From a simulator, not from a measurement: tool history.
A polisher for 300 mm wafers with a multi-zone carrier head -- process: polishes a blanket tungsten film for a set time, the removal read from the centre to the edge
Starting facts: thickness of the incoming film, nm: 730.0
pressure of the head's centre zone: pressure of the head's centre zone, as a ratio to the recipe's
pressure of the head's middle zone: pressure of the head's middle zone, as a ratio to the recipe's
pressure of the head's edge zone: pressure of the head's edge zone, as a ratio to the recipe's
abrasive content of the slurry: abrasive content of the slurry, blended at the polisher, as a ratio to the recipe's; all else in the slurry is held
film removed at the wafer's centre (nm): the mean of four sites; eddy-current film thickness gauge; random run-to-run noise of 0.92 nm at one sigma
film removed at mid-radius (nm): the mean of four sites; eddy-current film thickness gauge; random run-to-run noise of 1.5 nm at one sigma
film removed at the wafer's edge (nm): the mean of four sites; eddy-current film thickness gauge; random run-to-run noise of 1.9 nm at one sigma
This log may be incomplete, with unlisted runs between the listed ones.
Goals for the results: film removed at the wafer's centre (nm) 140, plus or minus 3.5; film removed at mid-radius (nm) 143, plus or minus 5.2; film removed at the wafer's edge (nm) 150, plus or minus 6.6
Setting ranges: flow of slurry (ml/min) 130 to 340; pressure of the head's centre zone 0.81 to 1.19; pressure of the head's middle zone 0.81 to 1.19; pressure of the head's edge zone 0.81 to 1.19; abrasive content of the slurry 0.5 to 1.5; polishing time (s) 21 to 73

run    day  flow of slurry (ml/min)  pressure of the head's centre zone  pressure of the head's middle zone  pressure of the head's edge zone  abrasive content of the slurry  polishing time (s)  film removed at the wafer's centre (nm)  film removed at mid-radius (nm)  film removed at the wafer's edge (nm)
  1      0                      220                                   1                                   1                                 1                               1                  47                                   248.14                           247.83                                 253.52
  2  0.033                      220                                   1                                   1                                 1                            0.85                  47                                    238.9                           239.15                                 240.42
  3  0.142                      210                                0.97                                0.96                              0.97                            0.75                  44                                   211.92                           211.28                                 217.56
  4  0.175                      205                                0.95                                0.94                              0.95                             0.7                  41                                    188.7                           188.24                                 197.26
  5  0.296                      200                                0.93                                0.93                              0.92                            0.65                  39                                   173.22                           173.46                                 179.72
  6  0.438                      200                                0.93                                0.93                              1.01                            0.65                  39                                   171.77                           172.52                                 186.02
  7  0.717                      195                                0.91                                0.92                              0.97                             0.6                  38                                   160.83                           163.44                                 179.96
  8  1.012                      195                                 0.9                                0.92                              0.94                            0.55                  37                                   152.77                           159.13                                 164.96
  9  1.329                      190                                0.89                                0.91                              0.92                            0.55                  37                                      150                           153.69                                 166.93
 10  1.442                      190                                0.89                                0.91                               0.9                            0.55                  36                                   147.17                           147.24                                 155.98
 11  1.512                      180                                0.89                                0.91                               0.9                            0.55                  36                                   143.91                           146.59                                 158.84
 12  1.717                      180                                0.89                                0.91                               0.9                            0.55                  36                                   143.92                           147.18                                 153.08
 13  1.842                      175                                0.89                                0.91                               0.9                            0.55                  36                                   144.76                           145.03                                  157.5

Next run, 5 choices. One meets every target within its allowed miss, the rest don't. Which?
  A  1.967                      175                                0.91                                0.92                               0.9                            0.55                  34                                        ?                                ?                                      ?
  B  1.967                      185                                0.97                                0.89                              0.82                             0.5                  35                                        ?                                ?                                      ?
  C  1.967                      180                                0.89                                0.88                              0.86                            0.65                  36                                        ?                                ?                                      ?
  D  1.967                      145                                0.84                                0.93                              1.01                             0.8                  35                                        ?                                ?                                      ?
  E  1.967                      180                                 0.9                                0.97                               0.9                             0.5                  36                                        ?                                ?                                      ?

move  film removed at the wafer's centre (nm)  film removed at mid-radius (nm)  film removed at the wafer's edge (nm)
   A                                    138.1                           139.86                                 147.37
   B                                   150.47                           138.82                                  144.5
   C                                   148.75                           148.44                                 159.14
   D                                   135.43                           150.85                                 167.31
   E                                    142.8                            152.7                                 153.62
A: every result within its allowed miss
B: further off than the last run
C: further off than the last run
D: takes the biggest miss from the last run beyond its target
E: meets the target for the result that was furthest off, but another lies outside its allowed miss
The right move is A.
